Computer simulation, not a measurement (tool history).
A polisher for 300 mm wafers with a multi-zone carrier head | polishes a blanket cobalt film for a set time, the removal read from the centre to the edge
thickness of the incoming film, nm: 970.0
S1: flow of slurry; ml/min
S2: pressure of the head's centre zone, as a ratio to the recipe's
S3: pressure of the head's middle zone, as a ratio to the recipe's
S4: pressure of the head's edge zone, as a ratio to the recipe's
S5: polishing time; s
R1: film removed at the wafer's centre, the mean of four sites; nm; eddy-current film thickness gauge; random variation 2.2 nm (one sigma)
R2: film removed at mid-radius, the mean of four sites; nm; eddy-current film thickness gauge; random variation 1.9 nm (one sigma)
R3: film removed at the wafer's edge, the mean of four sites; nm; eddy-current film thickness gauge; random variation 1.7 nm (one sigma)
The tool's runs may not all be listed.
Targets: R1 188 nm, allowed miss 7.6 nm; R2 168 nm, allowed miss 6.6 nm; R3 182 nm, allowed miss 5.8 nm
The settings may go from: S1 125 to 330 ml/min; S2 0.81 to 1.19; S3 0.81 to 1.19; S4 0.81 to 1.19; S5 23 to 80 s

run,hour,S1,S2,S3,S4,S5,R1,R2,R3
1,0,210,1,1,1,51,219.76,219.74,220.55
2,8.4,210,1,1,1,64,278.02,280.37,277.48
3,9.1,205,1,0.97,0.97,60,256.77,250.62,255.92
4,10.5,205,1,0.97,0.97,70,298.93,296.16,298.18
5,16.1,245,1,0.97,0.97,70,302.35,303.65,304.56
6,17.7,225,1,0.97,0.97,70,307.88,295.99,303.01
7,26.6,220,1,0.95,0.94,64,280.71,269.93,271.98
8,27.8,200,1.02,0.85,0.97,50,223.51,194.96,213.44
9,32.8,195,1.01,0.84,0.95,48,208.27,181.69,200.87
10,34.3,190,1,0.84,0.93,48,199.73,183.41,198.38
11,36.2,185,1,0.83,0.92,47,200.44,172.58,191.92
# hour 40.9: worn pad replaced by a new one
12,40.9,180,0.99,0.84,0.91,47,216.99,192.17,208.03
13,42.9,200,0.99,0.84,0.92,47,221.76,195.33,211.56
14,50.4,185,0.99,0.84,0.92,47,218.99,200.31,210.84
15,58.6,175,1,0.85,0.94,46,210.85,187.61,207.06
16,67,140,0.99,0.83,0.88,41,178.08,161.23,174.68
17,71.3,145,0.99,0.83,0.88,41,177.36,159.48,175.1
18,80.1,155,0.99,0.83,0.88,41,183.59,162.48,175.9

Which of these 4 next moves meets every target?
A,88.9,135,0.99,0.81,0.97,44,?,?,?
B,88.9,185,0.93,1.01,0.84,40,?,?,?
C,88.9,210,1,0.84,0.94,40,?,?,?
D,88.9,125,1.09,0.81,1.15,41,?,?,?

move,R1,R2,R3
A,188.12,166.07,189.71
B,173.43,185.51,169.07
C,190.77,168.53,181.02
D,188.6,151.43,189.57
A: takes the result that was furthest off past its target
B: further off than the last run
C: meets every target
D: takes the result that was furthest off past its target
The right move is C.
